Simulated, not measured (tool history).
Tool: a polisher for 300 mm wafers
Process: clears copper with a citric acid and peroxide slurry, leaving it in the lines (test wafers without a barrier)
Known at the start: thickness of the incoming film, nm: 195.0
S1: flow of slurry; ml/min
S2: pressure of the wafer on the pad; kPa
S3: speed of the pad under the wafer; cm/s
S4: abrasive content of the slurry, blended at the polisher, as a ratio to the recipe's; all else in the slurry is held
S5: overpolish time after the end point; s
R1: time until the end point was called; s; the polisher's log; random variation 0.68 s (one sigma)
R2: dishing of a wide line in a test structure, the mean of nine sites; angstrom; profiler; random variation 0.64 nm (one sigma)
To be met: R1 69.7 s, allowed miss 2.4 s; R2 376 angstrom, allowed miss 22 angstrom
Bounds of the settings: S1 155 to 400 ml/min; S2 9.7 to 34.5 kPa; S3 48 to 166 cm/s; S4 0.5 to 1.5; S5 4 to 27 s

run,hour,S1,S2,S3,S4,S5,R1,R2
1,0,255,22.1,106,1,14,70.352,232.8
2,6.8,255,19.3,106,1,14,78.557,206.77
3,7.6,255,19.3,106,1,15,77.987,224.22
4,10.5,255,15.2,106,1,15,101.26,172.04
5,16,255,15.2,106,1,19,99.516,221.05
6,23,215,15.2,106,1,19,102.79,222.51
7,29.5,220,15.9,106,1,19,98.024,224.04
8,31.7,225,16.5,106,1,19,92.99,231.78
9,37.4,225,17.2,106,1,19,90.338,240.07
10,40,225,17.2,106,1,19,89.859,240.95
11,42.8,225,17.9,106,1,19,87.01,251.88
12,50,225,17.9,106,1,19,86.98,259.56
13,58.2,225,18.6,106,1,19,83.405,255.71
14,60.1,230,20,106,1,22,78.486,317.74

Which of these 4 next moves meets every target?
A,62,230,19.3,102,0.95,17,?,?
B,62,260,20,120,0.9,14,?,?
C,62,310,19.3,114,0.85,21,?,?
D,62,230,20.7,116,1,24,?,?

move,R1,R2
A,83.982,237.55
B,69.744,235.88
C,75.234,315.76
D,69.055,381.76
A: further off than the last run
B: brings the result that was furthest off to its target, and leaves another outside
C: nearer than the last run, and not there yet
D: meets every target
Move D is the one to make.
